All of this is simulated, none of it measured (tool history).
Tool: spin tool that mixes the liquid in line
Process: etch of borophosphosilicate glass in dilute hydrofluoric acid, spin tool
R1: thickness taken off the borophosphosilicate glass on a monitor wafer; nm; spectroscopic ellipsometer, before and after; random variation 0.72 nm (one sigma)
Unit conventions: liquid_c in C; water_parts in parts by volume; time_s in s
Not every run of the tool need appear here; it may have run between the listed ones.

Run 1, hour 0: liquid_c 25 C, water_parts 80 parts by volume, time_s 60 s. Result: R1 37.882 nm.
Run 2, hour 8.8: liquid_c 26.5 C, water_parts 75 parts by volume, time_s 60 s. Result: R1 43.02 nm.
Run 3, hour 17.6: liquid_c 26.5 C, water_parts 75 parts by volume, time_s 60 s. Result: R1 42.891 nm.
Run 4, hour 18.5: liquid_c 24 C, water_parts 75 parts by volume, time_s 60 s. Result: R1 39.108 nm.
Run 5, hour 20.5: liquid_c 24 C, water_parts 75 parts by volume, time_s 60 s. Result: R1 38.431 nm.
Run 6, hour 28.5: liquid_c 24 C, water_parts 75 parts by volume, time_s 65 s. Result: R1 41.477 nm.
Run 7, hour 34.6: liquid_c 25.5 C, water_parts 70 parts by volume, time_s 65 s. Result: R1 48.291 nm.
Run 8, hour 37.2: liquid_c 27 C, water_parts 65 parts by volume, time_s 65 s. Result: R1 55.466 nm.
Run 9, hour 39.9: liquid_c 31 C, water_parts 60 parts by volume, time_s 65 s. Result: R1 71.007 nm.

Run 10 has not been measured yet. What should we expect?
Run 10, hour 46.2: liquid_c 31.5 C, water_parts 60 parts by volume, time_s 65 s. Result: R1 ?.

Run 10 came out at R1 71.646 nm.
